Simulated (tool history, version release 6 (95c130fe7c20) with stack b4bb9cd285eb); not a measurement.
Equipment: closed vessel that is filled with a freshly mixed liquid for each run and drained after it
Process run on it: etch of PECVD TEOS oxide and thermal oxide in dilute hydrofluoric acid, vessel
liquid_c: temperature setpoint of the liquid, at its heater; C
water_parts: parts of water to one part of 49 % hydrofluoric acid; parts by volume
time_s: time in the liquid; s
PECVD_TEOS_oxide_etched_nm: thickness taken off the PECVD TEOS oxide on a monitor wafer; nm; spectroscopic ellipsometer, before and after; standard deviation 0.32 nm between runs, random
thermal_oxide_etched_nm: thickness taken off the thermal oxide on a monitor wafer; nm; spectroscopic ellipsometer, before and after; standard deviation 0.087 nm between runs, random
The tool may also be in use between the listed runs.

run 1 hour=0 | liquid_c=21 water_parts=120 time_s=325 | PECVD_TEOS_oxide_etched_nm=50.346 thermal_oxide_etched_nm=11.227
run 2 hour=8.1 | liquid_c=21 water_parts=120 time_s=395 | PECVD_TEOS_oxide_etched_nm=61.142 thermal_oxide_etched_nm=13.68
run 3 hour=13.6 | liquid_c=21 water_parts=120 time_s=495 | PECVD_TEOS_oxide_etched_nm=76.032 thermal_oxide_etched_nm=17.113
run 4 hour=20 | liquid_c=20.5 water_parts=120 time_s=495 | PECVD_TEOS_oxide_etched_nm=74.824 thermal_oxide_etched_nm=16.816
run 5 hour=27.3 | liquid_c=20 water_parts=120 time_s=495 | PECVD_TEOS_oxide_etched_nm=73.583 thermal_oxide_etched_nm=16.36
run 6 hour=33.8 | liquid_c=20 water_parts=140 time_s=495 | PECVD_TEOS_oxide_etched_nm=61.171 thermal_oxide_etched_nm=13.758
run 7 hour=41.5 | liquid_c=20.5 water_parts=140 time_s=495 | PECVD_TEOS_oxide_etched_nm=62.726 thermal_oxide_etched_nm=14.059

What does the tool deliver on the next run?
run 8 hour=43.4 | liquid_c=21 water_parts=140 time_s=495 | PECVD_TEOS_oxide_etched_nm=? thermal_oxide_etched_nm=?

{"run 8": {"PECVD_TEOS_oxide_etched_nm": 63.964, "thermal_oxide_etched_nm": 14.233}}

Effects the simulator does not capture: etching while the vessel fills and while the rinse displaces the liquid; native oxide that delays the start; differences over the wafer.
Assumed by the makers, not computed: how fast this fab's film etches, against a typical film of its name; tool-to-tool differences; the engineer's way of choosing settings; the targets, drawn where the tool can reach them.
